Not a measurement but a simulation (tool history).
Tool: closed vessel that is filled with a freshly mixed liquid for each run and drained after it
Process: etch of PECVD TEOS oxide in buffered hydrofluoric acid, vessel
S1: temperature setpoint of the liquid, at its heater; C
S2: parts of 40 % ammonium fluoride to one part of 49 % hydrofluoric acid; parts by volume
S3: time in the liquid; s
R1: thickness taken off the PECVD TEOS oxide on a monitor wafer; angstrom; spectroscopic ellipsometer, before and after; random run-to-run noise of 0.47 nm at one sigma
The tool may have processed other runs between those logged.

| run | hour | S1 | S2 | S3 | R1 |
|---|---|---|---|---|---|
| 1 | 0 | 23 | 8 | 30 | 1292.6 |
| 2 | 8.1 | 22.5 | 8.5 | 30 | 1170.8 |
| 3 | 14.5 | 22 | 8.5 | 30 | 1151.3 |
| 4 | 15.4 | 22 | 7.5 | 30 | 1303.9 |
| 5 | 17.6 | 21.5 | 8 | 30 | 1185.1 |
| 6 | 26.1 | 21.5 | 7 | 30 | 1369.2 |
| 7 | 31.8 | 21 | 7.5 | 30 | 1230.9 |
| 8 | 32.8 | 20.5 | 8 | 30 | 1109.3 |
| 9 | 40.5 | 20 | 8 | 30 | 1087.8 |
| 10 | 44.6 | 19.5 | 8.5 | 30 | 989.44 |
| 11 | 49.8 | 19 | 8.5 | 30 | 965.51 |

Predict the results of run 12:
| 12 | 54.1 | 18 | 9.5 | 30 | ? |

Run 12 gave R1 834.06 angstrom.
